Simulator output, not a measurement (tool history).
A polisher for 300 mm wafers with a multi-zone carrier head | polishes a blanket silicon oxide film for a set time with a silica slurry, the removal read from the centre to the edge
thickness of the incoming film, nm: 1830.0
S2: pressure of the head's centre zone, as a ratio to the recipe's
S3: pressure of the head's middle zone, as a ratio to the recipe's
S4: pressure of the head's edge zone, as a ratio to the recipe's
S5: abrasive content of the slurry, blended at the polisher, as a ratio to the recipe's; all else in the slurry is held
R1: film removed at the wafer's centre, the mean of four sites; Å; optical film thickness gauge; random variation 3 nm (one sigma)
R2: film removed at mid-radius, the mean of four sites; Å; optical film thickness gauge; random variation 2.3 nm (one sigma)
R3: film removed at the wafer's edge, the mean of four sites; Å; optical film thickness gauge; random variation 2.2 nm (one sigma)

Run 1, day 0: flow of slurry (ml/min) 210, S2 1, S3 1, S4 1, S5 1, polishing time (s) 69. Result: R1 2458 Å, R2 2479.5 Å, R3 2407 Å.
Run 2, day 0.317: flow of slurry (ml/min) 220, S2 1.02, S3 1, S4 1.03, S5 1.05, polishing time (s) 69. Result: R1 2627.3 Å, R2 2573.5 Å, R3 2494.1 Å.
Run 3, day 0.512: flow of slurry (ml/min) 220, S2 1.02, S3 0.95, S4 1.03, S5 1.05, polishing time (s) 69. Result: R1 2579.7 Å, R2 2476.8 Å, R3 2532.1 Å.
Run 4, day 0.833: flow of slurry (ml/min) 190, S2 1.02, S3 0.95, S4 1.03, S5 1.05, polishing time (s) 69. Result: R1 2536.5 Å, R2 2422.1 Å, R3 2470.5 Å.
Run 5, day 1.167: flow of slurry (ml/min) 165, S2 1.02, S3 0.95, S4 1.03, S5 1.05, polishing time (s) 69. Result: R1 2510.7 Å, R2 2338.3 Å, R3 2444.9 Å.
Run 6, day 1.404: flow of slurry (ml/min) 165, S2 1.02, S3 0.95, S4 0.99, S5 1.05, polishing time (s) 69. Result: R1 2462.1 Å, R2 2361.3 Å, R3 2362 Å.
Run 7, day 1.671: flow of slurry (ml/min) 185, S2 1.03, S3 0.97, S4 1.02, S5 1.1, polishing time (s) 69. Result: R1 2663.2 Å, R2 2512.2 Å, R3 2498.8 Å.
Run 8, day 1.896: flow of slurry (ml/min) 200, S2 1.03, S3 0.98, S4 1.05, S5 1.15, polishing time (s) 69. Result: R1 2731.2 Å, R2 2645 Å, R3 2664.1 Å.

Run 9 comes next. What will it give?
Run 9, day 2.183: flow of slurry (ml/min) 215, S2 1.05, S3 0.99, S4 1.07, S5 1.15, polishing time (s) 69. Result: R1 ?, R2 ?, R3 ?.

R1: 2760.7 Å
R2: 2692 Å
R3: 2654.2 Å

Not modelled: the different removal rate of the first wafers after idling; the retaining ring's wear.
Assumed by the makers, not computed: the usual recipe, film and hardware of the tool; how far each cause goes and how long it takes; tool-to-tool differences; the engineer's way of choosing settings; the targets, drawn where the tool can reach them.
